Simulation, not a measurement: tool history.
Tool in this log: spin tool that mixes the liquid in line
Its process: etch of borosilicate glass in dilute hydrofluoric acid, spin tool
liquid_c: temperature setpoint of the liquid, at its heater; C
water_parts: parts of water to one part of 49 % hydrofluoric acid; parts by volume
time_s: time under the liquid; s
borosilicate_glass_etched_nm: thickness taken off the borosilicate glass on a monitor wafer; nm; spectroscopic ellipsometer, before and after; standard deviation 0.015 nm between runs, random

{"run": 1, "hour": 0.0, "liquid_c": 25, "water_parts": 285, "time_s": 55, "borosilicate_glass_etched_nm": 4.6314}
{"run": 2, "hour": 1.9, "liquid_c": 24, "water_parts": 290, "time_s": 55, "borosilicate_glass_etched_nm": 4.3734}
{"run": 3, "hour": 7.8, "liquid_c": 27, "water_parts": 290, "time_s": 55, "borosilicate_glass_etched_nm": 4.8699}
{"run": 4, "hour": 15.9, "liquid_c": 25.5, "water_parts": 295, "time_s": 55, "borosilicate_glass_etched_nm": 4.5558}
{"run": 5, "hour": 23.7, "liquid_c": 25.5, "water_parts": 240, "time_s": 55, "borosilicate_glass_etched_nm": 5.8852}
{"run": 6, "hour": 25.5, "liquid_c": 25.5, "water_parts": 240, "time_s": 55, "borosilicate_glass_etched_nm": 5.9423}
{"run": 7, "hour": 34.4, "liquid_c": 24.5, "water_parts": 250, "time_s": 55, "borosilicate_glass_etched_nm": 5.4343}
{"run": 8, "hour": 35.2, "liquid_c": 23.5, "water_parts": 260, "time_s": 55, "borosilicate_glass_etched_nm": 4.9686}
{"run": 9, "hour": 42.4, "liquid_c": 19.5, "water_parts": 325, "time_s": 55, "borosilicate_glass_etched_nm": 3.2316}

Run 10, settings as shown, results not yet in. Your forecast:
{"run": 10, "hour": 49.4, "liquid_c": 19, "water_parts": 325, "time_s": 55, "borosilicate_glass_etched_nm": "?"}

{"run 10": {"borosilicate_glass_etched_nm": 3.1634}}

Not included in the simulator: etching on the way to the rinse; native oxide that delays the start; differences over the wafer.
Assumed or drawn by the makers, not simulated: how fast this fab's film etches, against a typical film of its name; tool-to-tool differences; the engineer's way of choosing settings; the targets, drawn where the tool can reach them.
